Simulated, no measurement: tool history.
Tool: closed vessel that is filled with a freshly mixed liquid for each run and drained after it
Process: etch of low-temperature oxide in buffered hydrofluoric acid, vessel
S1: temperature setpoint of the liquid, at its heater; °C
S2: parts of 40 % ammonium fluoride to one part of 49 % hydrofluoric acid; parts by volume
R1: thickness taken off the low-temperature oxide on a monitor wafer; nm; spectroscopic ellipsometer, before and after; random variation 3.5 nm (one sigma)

{"run": 1, "hour": 0.0, "S1": 22, "S2": 9, "time in the liquid (s)": 95, "R1": 285.13}
{"run": 2, "hour": 8.3, "S1": 23, "S2": 9, "time in the liquid (s)": 95, "R1": 298.82}
{"run": 3, "hour": 13.1, "S1": 23, "S2": 10, "time in the liquid (s)": 95, "R1": 283.28}
{"run": 4, "hour": 17.7, "S1": 24, "S2": 10, "time in the liquid (s)": 95, "R1": 297.03}
{"run": 5, "hour": 22.0, "S1": 24, "S2": 10, "time in the liquid (s)": 100, "R1": 314.77}
{"run": 6, "hour": 25.2, "S1": 25, "S2": 10, "time in the liquid (s)": 100, "R1": 332.9}

Forecast run 7:
{"run": 7, "hour": 26.3, "S1": 25.5, "S2": 10, "time in the liquid (s)": 100, "R1": "?"}

R1: 345.31 nm

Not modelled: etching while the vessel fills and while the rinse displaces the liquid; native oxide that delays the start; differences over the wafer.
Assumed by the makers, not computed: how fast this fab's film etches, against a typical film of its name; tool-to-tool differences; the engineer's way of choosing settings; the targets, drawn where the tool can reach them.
